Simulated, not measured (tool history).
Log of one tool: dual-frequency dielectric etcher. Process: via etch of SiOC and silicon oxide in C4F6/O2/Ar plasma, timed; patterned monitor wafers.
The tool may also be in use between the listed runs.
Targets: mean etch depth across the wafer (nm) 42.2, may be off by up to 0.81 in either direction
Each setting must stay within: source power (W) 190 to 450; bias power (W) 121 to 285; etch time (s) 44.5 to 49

| run | day | source power (W) | bias power (W) | etch time (s) | mean etch depth across the wafer (nm) |
|---|---|---|---|---|---|
| 1 | 0 | 320 | 203 | 49 | 52.589 |
| 2 | 0.233 | 320 | 203 | 44.5 | 47.996 |
| 3 | 0.396 | 370 | 203 | 44.5 | 50.672 |
| 4 | 0.625 | 400 | 203 | 44.5 | 52.339 |
| 5 | 0.712 | 400 | 203 | 49 | 57.69 |
| 6 | 0.975 | 350 | 191 | 49 | 53.804 |
| 7 | 1.246 | 310 | 183 | 48 | 49.769 |
| 8 | 1.283 | 280 | 173 | 47.5 | 46.895 |

Pick the move, out of 4, that brings all results within their allowed miss; only one does.
| A | 1.321 | 260 | 145 | 45.5 | ? |
| B | 1.321 | 280 | 156 | 47 | ? |
| C | 1.321 | 370 | 141 | 49 | ? |
| D | 1.321 | 270 | 171 | 46 | ? |

| move | mean etch depth across the wafer (nm) |
|---|---|
| A | 42.182 |
| B | 45.527 |
| C | 51.471 |
| D | 44.93 |
A: hits every target within its allowed miss
B: closes in on the targets versus the last run, not all within tolerance yet
C: lands further from the targets than the last run did
D: closes in on the targets versus the last run, not all within tolerance yet
Go with A: it meets all targets.
